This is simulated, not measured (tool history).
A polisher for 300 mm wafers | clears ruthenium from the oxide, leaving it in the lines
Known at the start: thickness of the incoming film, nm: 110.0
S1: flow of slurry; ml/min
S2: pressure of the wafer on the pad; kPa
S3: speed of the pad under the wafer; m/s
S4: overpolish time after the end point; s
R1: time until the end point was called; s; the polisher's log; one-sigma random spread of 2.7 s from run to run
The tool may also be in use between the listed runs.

| run | hour | S1 | S2 | S3 | S4 | R1 |
|---|---|---|---|---|---|---|
| 1 | 0.0 | 190 | 13.8 | 1.00 | 36 | 104.52 |
| 2 | 7.8 | 190 | 13.8 | 0.90 | 36 | 105.91 |
| 3 | 16.2 | 190 | 12.4 | 0.88 | 36 | 119.62 |
| 4 | 19.2 | 190 | 12.4 | 0.88 | 36 | 119.04 |
| 5 | 25.1 | 190 | 11.7 | 0.86 | 36 | 122.07 |
| 6 | 26.7 | 190 | 10.3 | 0.84 | 36 | 131.45 |

Predict the results of run 7:
| 7 | 32.3 | 190 | 10.3 | 0.84 | 36 | ? |

{"run 7": {"R1": 135.27}}
